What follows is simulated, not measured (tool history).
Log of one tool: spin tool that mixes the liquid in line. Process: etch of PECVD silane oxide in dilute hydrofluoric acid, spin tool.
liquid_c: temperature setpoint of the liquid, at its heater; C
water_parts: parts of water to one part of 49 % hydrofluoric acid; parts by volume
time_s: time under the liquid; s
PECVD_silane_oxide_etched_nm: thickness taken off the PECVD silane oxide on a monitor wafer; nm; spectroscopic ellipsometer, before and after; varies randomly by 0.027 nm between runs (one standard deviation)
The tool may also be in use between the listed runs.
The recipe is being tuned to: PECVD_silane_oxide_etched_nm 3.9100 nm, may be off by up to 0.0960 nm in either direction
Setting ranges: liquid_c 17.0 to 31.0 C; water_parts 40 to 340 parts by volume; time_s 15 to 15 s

| run | hour | liquid_c | water_parts | time_s | PECVD_silane_oxide_etched_nm |
|---|---|---|---|---|---|
| 1 | 0.0 | 23.0 | 190 | 15 | 1.5577 |
| 2 | 6.6 | 23.0 | 240 | 15 | 1.1663 |
| 3 | 11.3 | 24.0 | 220 | 15 | 1.3765 |
| 4 | 19.0 | 27.5 | 220 | 15 | 1.5564 |
| 5 | 22.9 | 27.5 | 220 | 15 | 1.5504 |
| 6 | 26.7 | 28.0 | 205 | 15 | 1.7182 |
| 7 | 29.1 | 28.5 | 190 | 15 | 1.9473 |
| 8 | 36.3 | 29.0 | 175 | 15 | 2.1571 |

Consider the 5 candidate settings below. Which is the only one whose results all fall within their allowed miss of target?
| A | 43.5 | 29.0 | 110 | 15 | ? |
| B | 43.5 | 27.0 | 105 | 15 | ? |
| C | 43.5 | 25.5 | 95 | 15 | ? |
| D | 43.5 | 29.5 | 130 | 15 | ? |
| E | 43.5 | 31.0 | 105 | 15 | ? |

| move | PECVD_silane_oxide_etched_nm |
|---|---|
| A | 3.7591 |
| B | 3.6746 |
| C | 3.8817 |
| D | 3.1543 |
| E | 4.2724 |
A: better than the last run, though not everything is in spec
B: better than the last run, though not everything is in spec
C: every result within its allowed miss
D: better than the last run, though not everything is in spec
E: takes the biggest miss from the last run beyond its target
So the answer is move C, the one that meets all the targets.

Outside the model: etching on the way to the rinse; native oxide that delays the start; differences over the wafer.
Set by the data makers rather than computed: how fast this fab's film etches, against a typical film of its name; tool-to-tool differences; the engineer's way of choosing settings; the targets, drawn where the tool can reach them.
